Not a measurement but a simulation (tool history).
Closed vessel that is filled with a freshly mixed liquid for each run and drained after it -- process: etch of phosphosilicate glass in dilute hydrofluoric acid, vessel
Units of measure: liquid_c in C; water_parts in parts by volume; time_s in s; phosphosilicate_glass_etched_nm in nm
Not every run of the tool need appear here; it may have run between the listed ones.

run	day	liquid_c	water_parts	time_s	phosphosilicate_glass_etched_nm
1	0	21	95	35	24.394
2	0.221	21	75	35	31.53
3	0.3	20	80	35	28.043
4	0.575	19.5	85	35	25.759
5	0.717	19	90	35	23.832
6	0.796	22	90	35	27.032
7	1	21	95	35	24.256
8	1.15	20	95	35	23.135
9	1.2	19.5	95	35	23.254

Run 10 comes next. What will it give?
# day 1.346: hydrofluoric acid flow meter replaced
10	1.346	19	100	35	?

phosphosilicate_glass_etched_nm: 19.043 nm
